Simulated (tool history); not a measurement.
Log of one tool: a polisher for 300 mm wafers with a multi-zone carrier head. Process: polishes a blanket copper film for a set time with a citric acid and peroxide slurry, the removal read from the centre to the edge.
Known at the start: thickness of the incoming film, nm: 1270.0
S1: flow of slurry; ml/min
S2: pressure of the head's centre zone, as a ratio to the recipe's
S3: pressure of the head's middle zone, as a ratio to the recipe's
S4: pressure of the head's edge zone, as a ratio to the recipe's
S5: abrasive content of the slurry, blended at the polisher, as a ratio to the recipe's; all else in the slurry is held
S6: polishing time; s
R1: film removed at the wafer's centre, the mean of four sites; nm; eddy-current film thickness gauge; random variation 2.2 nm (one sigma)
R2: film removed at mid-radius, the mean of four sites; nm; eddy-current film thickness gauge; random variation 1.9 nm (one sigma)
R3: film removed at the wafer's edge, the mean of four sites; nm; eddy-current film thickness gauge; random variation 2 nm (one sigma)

run 1 hour=0.0 | S1=300 S2=1.00 S3=1.00 S4=1.00 S5=1.00 S6=82 | R1=226.63 R2=229.23 R3=241.07
run 2 hour=4.1 | S1=300 S2=1.01 S3=1.00 S4=0.98 S5=0.90 S6=77 | R1=216.45 R2=207.58 R3=220.69
run 3 hour=6.9 | S1=300 S2=1.00 S3=1.01 S4=0.96 S5=0.85 S6=73 | R1=199.77 R2=193.59 R3=199.61
run 4 hour=15.6 | S1=300 S2=0.99 S3=1.00 S4=0.94 S5=0.80 S6=71 | R1=184.19 R2=185.81 R3=192.15
run 5 hour=17.7 | S1=300 S2=1.00 S3=1.00 S4=0.93 S5=0.75 S6=69 | R1=181.11 R2=178.96 R3=184.43
run 6 hour=22.5 | S1=300 S2=1.00 S3=1.00 S4=0.86 S5=0.75 S6=69 | R1=184.12 R2=181.93 R3=173.60
run 7 hour=28.3 | S1=300 S2=1.00 S3=0.99 S4=0.86 S5=0.70 S6=68 | R1=175.23 R2=170.39 R3=170.60
run 8 hour=34.8 | S1=300 S2=1.00 S3=0.99 S4=0.85 S5=0.65 S6=67 | R1=173.77 R2=170.17 R3=168.12

Forecast run 9:
-- hour=38.8 edge zone pressure recalibrated
run 9 hour=38.8 | S1=300 S2=1.00 S3=0.98 S4=0.85 S5=0.65 S6=66 | R1=? R2=? R3=?

Run 9 gave R1 170.23 nm, R2 162.80 nm, R3 158.27 nm.
